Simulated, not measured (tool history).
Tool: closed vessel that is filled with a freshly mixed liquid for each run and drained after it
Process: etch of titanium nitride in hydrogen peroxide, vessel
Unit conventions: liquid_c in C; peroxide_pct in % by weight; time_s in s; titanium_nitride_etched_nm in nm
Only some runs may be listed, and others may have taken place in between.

{"run": 1, "hour": 0.0, "liquid_c": 47, "peroxide_pct": 24, "time_s": 330, "titanium_nitride_etched_nm": 10.355}
{"run": 2, "hour": 1.8, "liquid_c": 42.5, "peroxide_pct": 24, "time_s": 330, "titanium_nitride_etched_nm": 7.3681}
{"run": 3, "hour": 7.0, "liquid_c": 42.5, "peroxide_pct": 25.5, "time_s": 330, "titanium_nitride_etched_nm": 7.4821}
{"run": 4, "hour": 14.7, "liquid_c": 42.5, "peroxide_pct": 29.5, "time_s": 330, "titanium_nitride_etched_nm": 7.6973}
{"run": 5, "hour": 17.9, "liquid_c": 42.5, "peroxide_pct": 26.5, "time_s": 330, "titanium_nitride_etched_nm": 7.5315}
{"run": 6, "hour": 22.9, "liquid_c": 45, "peroxide_pct": 26.5, "time_s": 330, "titanium_nitride_etched_nm": 9.0583}
{"run": 7, "hour": 30.5, "liquid_c": 47, "peroxide_pct": 26.5, "time_s": 330, "titanium_nitride_etched_nm": 10.568}

For run 8, what comes out?
{"run": 8, "hour": 38.0, "liquid_c": 55, "peroxide_pct": 27, "time_s": 330, "titanium_nitride_etched_nm": "?"}

Run 8 came out at titanium_nitride_etched_nm 18.877 nm.
